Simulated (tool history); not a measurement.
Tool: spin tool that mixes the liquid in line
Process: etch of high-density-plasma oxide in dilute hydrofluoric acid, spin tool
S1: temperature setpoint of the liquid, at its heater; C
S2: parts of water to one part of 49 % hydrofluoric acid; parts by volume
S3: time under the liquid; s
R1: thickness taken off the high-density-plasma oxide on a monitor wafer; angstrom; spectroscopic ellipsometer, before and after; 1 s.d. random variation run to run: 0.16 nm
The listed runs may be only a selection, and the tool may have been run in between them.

Run 1, hour 0: S1 22 C, S2 160 parts by volume, S3 265 s. Result: R1 129.18 angstrom.
Run 2, hour 0.9: S1 25.5 C, S2 160 parts by volume, S3 265 s. Result: R1 147.24 angstrom.
Run 3, hour 3.8: S1 25.5 C, S2 120 parts by volume, S3 265 s. Result: R1 205.85 angstrom.
Run 4, hour 12.4: S1 26.5 C, S2 100 parts by volume, S3 265 s. Result: R1 263.3 angstrom.
Run 5, hour 16.6: S1 27 C, S2 85 parts by volume, S3 265 s. Result: R1 322.48 angstrom.
Run 6, hour 20.3: S1 27 C, S2 85 parts by volume, S3 290 s. Result: R1 350.95 angstrom.

Predict the results of run 7:
Run 7, hour 23.6: S1 27.5 C, S2 80 parts by volume, S3 290 s. Result: R1 ?.

R1: 384.62 angstrom

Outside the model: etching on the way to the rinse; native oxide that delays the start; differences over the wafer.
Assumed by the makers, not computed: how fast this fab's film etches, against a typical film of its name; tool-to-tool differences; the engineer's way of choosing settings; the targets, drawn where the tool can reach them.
